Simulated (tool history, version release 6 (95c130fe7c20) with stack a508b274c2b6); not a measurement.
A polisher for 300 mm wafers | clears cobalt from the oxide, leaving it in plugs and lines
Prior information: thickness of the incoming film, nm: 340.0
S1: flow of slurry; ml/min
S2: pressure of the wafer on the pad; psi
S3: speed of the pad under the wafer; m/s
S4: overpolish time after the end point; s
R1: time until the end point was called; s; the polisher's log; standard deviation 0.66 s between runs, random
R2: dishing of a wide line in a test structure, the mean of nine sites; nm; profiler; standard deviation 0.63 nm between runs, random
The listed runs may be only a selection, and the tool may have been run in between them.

run,hour,S1,S2,S3,S4,R1,R2
1,0.0,180,1.2,1.04,28,111.230,49.145
2,7.2,180,1.2,1.04,17,110.290,36.942
3,11.0,180,1.2,1.28,17,89.251,41.779
4,16.9,180,1.2,1.28,22,90.456,47.910
5,24.8,185,1.2,1.28,23,92.034,49.705
6,25.8,155,1.2,1.28,23,93.918,48.909
7,31.2,165,1.2,1.28,24,93.042,49.388
8,39.6,175,1.2,1.28,24,91.007,49.252
9,44.6,180,1.2,1.28,25,92.065,50.029
10,50.3,185,1.2,1.28,26,89.740,52.764
11,53.3,190,1.2,1.28,26,91.524,50.528
12,56.6,190,1.2,1.28,26,89.855,51.530
13,58.5,195,1.2,1.28,26,89.843,51.793
14,63.6,200,1.2,1.28,26,88.815,52.304

Forecast run 15:
15,69.8,200,1.2,1.28,26,?,?

R1: 89.983 s
R2: 52.526 nm
